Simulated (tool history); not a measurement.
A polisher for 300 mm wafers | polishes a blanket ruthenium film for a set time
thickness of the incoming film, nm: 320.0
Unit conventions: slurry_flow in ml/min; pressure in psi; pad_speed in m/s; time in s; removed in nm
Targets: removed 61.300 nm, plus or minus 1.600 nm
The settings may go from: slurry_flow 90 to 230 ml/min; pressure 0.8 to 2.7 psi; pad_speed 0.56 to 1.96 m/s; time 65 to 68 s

Run 1, hour 0.0: slurry_flow 150 ml/min, pressure 1.7 psi, pad_speed 1.26 m/s, time 65 s. Result: removed 94.934 nm.
Run 2, hour 0.6: slurry_flow 150 ml/min, pressure 1.7 psi, pad_speed 1.38 m/s, time 65 s. Result: removed 102.680 nm.
Run 3, hour 7.2: slurry_flow 140 ml/min, pressure 1.7 psi, pad_speed 1.38 m/s, time 65 s. Result: removed 99.608 nm.
Run 4, hour 9.2: slurry_flow 130 ml/min, pressure 1.5 psi, pad_speed 1.38 m/s, time 65 s. Result: removed 91.728 nm.
Run 5, hour 13.0: slurry_flow 115 ml/min, pressure 1.5 psi, pad_speed 1.38 m/s, time 65 s. Result: removed 88.292 nm.
Run 6, hour 20.8: slurry_flow 110 ml/min, pressure 1.3 psi, pad_speed 1.38 m/s, time 65 s. Result: removed 81.845 nm.
Run 7, hour 25.0: slurry_flow 105 ml/min, pressure 1.2 psi, pad_speed 1.36 m/s, time 65 s. Result: removed 75.919 nm.
Run 8, hour 28.7: slurry_flow 105 ml/min, pressure 1.1 psi, pad_speed 1.36 m/s, time 65 s. Result: removed 72.452 nm.
Run 9, hour 35.9: slurry_flow 105 ml/min, pressure 1.0 psi, pad_speed 1.36 m/s, time 65 s. Result: removed 69.743 nm.
Run 10, hour 39.0: slurry_flow 105 ml/min, pressure 0.9 psi, pad_speed 1.34 m/s, time 65 s. Result: removed 65.466 nm.

Consider the 4 candidate settings below. Which is the only one whose results all fall within their allowed miss of target?
Run A, hour 42.1: slurry_flow 110 ml/min, pressure 0.8 psi, pad_speed 1.22 m/s, time 66 s. Result: removed ?.
Run B, hour 42.1: slurry_flow 140 ml/min, pressure 0.8 psi, pad_speed 1.34 m/s, time 65 s. Result: removed ?.
Run C, hour 42.1: slurry_flow 90 ml/min, pressure 1.1 psi, pad_speed 1.22 m/s, time 67 s. Result: removed ?.
Run D, hour 42.1: slurry_flow 135 ml/min, pressure 0.8 psi, pad_speed 1.26 m/s, time 67 s. Result: removed ?.

move  removed
   A   59.871
   B   66.029
   C   66.457
   D   64.937
A: hits every target within its allowed miss
B: its largest miss is bigger than the last run's
C: its largest miss is bigger than the last run's
D: nearer than the last run, and not there yet
The move that meets every target is A.
